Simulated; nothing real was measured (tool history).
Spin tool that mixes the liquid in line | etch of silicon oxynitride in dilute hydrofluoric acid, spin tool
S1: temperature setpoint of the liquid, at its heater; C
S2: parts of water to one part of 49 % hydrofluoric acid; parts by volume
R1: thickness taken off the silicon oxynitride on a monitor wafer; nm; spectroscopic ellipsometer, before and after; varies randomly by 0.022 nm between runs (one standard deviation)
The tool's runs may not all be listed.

{"run": 1, "hour": 0.0, "S1": 23, "S2": 155, "time under the liquid (s)": 90, "R1": 1.8991}
{"run": 2, "hour": 8.3, "S1": 23, "S2": 155, "time under the liquid (s)": 70, "R1": 1.4866}
{"run": 3, "hour": 14.4, "S1": 24, "S2": 140, "time under the liquid (s)": 70, "R1": 1.7223}
{"run": 4, "hour": 18.0, "S1": 24, "S2": 95, "time under the liquid (s)": 70, "R1": 2.646}
{"run": 5, "hour": 25.9, "S1": 26, "S2": 95, "time under the liquid (s)": 70, "R1": 2.9026}
{"run": 6, "hour": 29.4, "S1": 23, "S2": 95, "time under the liquid (s)": 70, "R1": 2.5323}

For run 7, what comes out?
{"run": 7, "hour": 38.0, "S1": 24, "S2": 95, "time under the liquid (s)": 70, "R1": "?"}

{"run 7": {"R1": 2.6222}}
